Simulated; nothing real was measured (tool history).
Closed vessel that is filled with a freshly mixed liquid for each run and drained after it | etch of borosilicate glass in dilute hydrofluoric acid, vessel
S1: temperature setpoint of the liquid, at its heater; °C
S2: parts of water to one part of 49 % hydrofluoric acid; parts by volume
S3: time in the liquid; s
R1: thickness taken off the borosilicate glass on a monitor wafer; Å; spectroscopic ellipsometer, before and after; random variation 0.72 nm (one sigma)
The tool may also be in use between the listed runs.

run  hour    S1  S2  S3       R1
  1   0.0  21.0  40  95   654.63
  2   6.5  21.0  25  95  1067.30
  3  13.2  21.0  25  95  1052.70
  4  17.6  23.5  25  95  1188.80
  5  20.7  22.5  25  95  1143.90
  6  30.0  22.5  25  95  1148.80

Forecast run 7:
  7  38.6  18.5  35  95   ?

Run 7 gave R1 682.59 Å.
